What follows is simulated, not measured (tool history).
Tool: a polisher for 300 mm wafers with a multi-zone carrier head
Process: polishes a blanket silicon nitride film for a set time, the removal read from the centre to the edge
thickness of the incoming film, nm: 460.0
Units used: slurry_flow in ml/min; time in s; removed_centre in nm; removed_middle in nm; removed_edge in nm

{"run": 1, "hour": 0.0, "slurry_flow": 130, "centre_zone": 1.0, "middle_zone": 1.0, "edge_zone": 1.0, "time": 44, "removed_centre": 95.143, "removed_middle": 95.401, "removed_edge": 97.224}
{"run": 2, "hour": 8.5, "slurry_flow": 130, "centre_zone": 1.0, "middle_zone": 1.0, "edge_zone": 1.07, "time": 44, "removed_centre": 95.403, "removed_middle": 95.925, "removed_edge": 101.38}
{"run": 3, "hour": 14.9, "slurry_flow": 140, "centre_zone": 1.03, "middle_zone": 0.98, "edge_zone": 1.1, "time": 47, "removed_centre": 105.26, "removed_middle": 102.24, "removed_edge": 110.93}
{"run": 4, "hour": 20.9, "slurry_flow": 140, "centre_zone": 1.03, "middle_zone": 0.92, "edge_zone": 1.1, "time": 47, "removed_centre": 106.73, "removed_middle": 96.616, "removed_edge": 112.45}
{"hour": 24.6, "done": "edge zone pressure recalibrated"}
{"run": 5, "hour": 24.6, "slurry_flow": 140, "centre_zone": 1.0, "middle_zone": 0.92, "edge_zone": 1.1, "time": 47, "removed_centre": 104.76, "removed_middle": 95.024, "removed_edge": 107.44}
{"run": 6, "hour": 29.1, "slurry_flow": 155, "centre_zone": 1.05, "middle_zone": 0.92, "edge_zone": 1.1, "time": 49, "removed_centre": 115.5, "removed_middle": 102.9, "removed_edge": 113.84}

The next listed run, before its measurement:
{"run": 7, "hour": 32.2, "slurry_flow": 155, "centre_zone": 1.05, "middle_zone": 0.92, "edge_zone": 1.1, "time": 49, "removed_centre": "?", "removed_middle": "?", "removed_edge": "?"}

{"run 7": {"removed_centre": 113.84, "removed_middle": 103.26, "removed_edge": 115.23}}
